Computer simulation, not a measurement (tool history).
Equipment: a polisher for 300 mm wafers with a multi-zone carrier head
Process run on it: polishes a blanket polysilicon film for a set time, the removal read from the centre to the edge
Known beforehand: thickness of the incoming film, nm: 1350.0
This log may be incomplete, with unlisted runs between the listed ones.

run	day	flow of slurry (ml/min)	pressure of the head's centre zone	pressure of the head's middle zone	pressure of the head's edge zone	polishing time (s)	film removed at the wafer's centre (angstrom)	film removed at mid-radius (angstrom)	film removed at the wafer's edge (angstrom)
1	0	240	1	1	1	62	3972.4	3872.3	3884.4
2	0.267	250	0.99	0.98	1.06	65	4128.4	3995.2	4167.8
3	0.321	250	0.97	0.95	1.1	68	4206.9	4045.5	4420.5
4	0.438	250	1.03	0.95	1.1	68	4425.8	4061.3	4418.4
5	0.742	250	1.03	0.95	1.06	68	4457.5	4094.8	4292.7
6	0.771	250	1.08	0.95	1.06	68	4678.7	4093.9	4371.7
7	1.121	250	1.08	0.95	1.06	68	4667.4	4038.2	4405.2

Forecast run 8:
8	1.404	235	1.03	0.93	1.1	71	?	?	?

For run 8 the tool returned film removed at the wafer's centre (angstrom) 4623.4, film removed at mid-radius (angstrom) 4113.3, film removed at the wafer's edge (angstrom) 4545.9.
